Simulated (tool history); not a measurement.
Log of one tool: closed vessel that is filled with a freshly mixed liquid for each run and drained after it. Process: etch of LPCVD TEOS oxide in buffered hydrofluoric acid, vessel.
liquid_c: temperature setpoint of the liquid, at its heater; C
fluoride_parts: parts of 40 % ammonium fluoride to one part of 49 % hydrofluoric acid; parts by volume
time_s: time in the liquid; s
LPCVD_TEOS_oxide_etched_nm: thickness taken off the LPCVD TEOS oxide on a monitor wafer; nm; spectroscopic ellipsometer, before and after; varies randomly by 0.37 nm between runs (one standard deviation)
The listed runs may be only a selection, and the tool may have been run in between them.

run	hour	liquid_c	fluoride_parts	time_s	LPCVD_TEOS_oxide_etched_nm
1	0.0	24.0	9.5	90	167.66
2	5.9	24.0	9.5	95	176.63
3	13.3	24.0	9.5	90	167.07
4	21.3	24.0	12.0	90	138.51
5	23.3	23.5	12.0	90	134.87
6	28.5	23.5	9.5	90	163.02

Run 7 has not been measured yet. What should we expect?
7	32.3	23.5	9.5	90	?

Run 7 measured LPCVD_TEOS_oxide_etched_nm 163.98 nm.
